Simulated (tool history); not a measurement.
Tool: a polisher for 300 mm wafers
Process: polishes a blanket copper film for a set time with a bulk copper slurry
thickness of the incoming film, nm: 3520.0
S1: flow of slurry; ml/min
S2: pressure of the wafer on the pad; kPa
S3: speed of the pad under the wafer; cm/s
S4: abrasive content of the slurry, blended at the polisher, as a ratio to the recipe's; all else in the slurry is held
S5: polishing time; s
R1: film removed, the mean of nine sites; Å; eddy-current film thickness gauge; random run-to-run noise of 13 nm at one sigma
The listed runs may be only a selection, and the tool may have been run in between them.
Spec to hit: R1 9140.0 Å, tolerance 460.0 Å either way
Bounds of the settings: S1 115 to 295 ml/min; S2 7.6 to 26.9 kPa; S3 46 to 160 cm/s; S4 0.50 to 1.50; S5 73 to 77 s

run	hour	S1	S2	S3	S4	S5	R1
1	0.0	190	17.2	102	1.00	73	6691.4
2	4.5	190	17.9	102	1.00	73	7052.6
3	6.5	190	17.9	88	1.00	73	5994.7
4	14.3	190	17.9	104	1.00	73	7148.8
5	17.6	190	17.9	104	1.00	77	7560.1
6	22.6	190	17.9	104	1.00	77	7443.1
7	28.9	190	18.6	104	1.00	77	7727.9
8	36.2	190	20.7	106	1.00	77	8474.4
9	39.1	190	21.4	106	1.00	77	8449.7
10	44.8	190	21.4	106	1.00	77	8397.2

Consider the 4 candidate settings below. Which is the only one whose results all fall within their allowed miss of target?
A	50.5	235	15.2	130	1.35	77	?
B	50.5	195	19.3	110	0.95	77	?
C	50.5	230	23.4	112	1.25	75	?
D	50.5	180	22.8	138	0.75	73	?

move	R1
A	9038.5
B	8293.3
C	10115.0
D	10499.0
A: in spec on every target
B: further off than the last run
C: pushes the last run's worst result past its target
D: pushes the last run's worst result past its target
Go with A: it meets all targets.

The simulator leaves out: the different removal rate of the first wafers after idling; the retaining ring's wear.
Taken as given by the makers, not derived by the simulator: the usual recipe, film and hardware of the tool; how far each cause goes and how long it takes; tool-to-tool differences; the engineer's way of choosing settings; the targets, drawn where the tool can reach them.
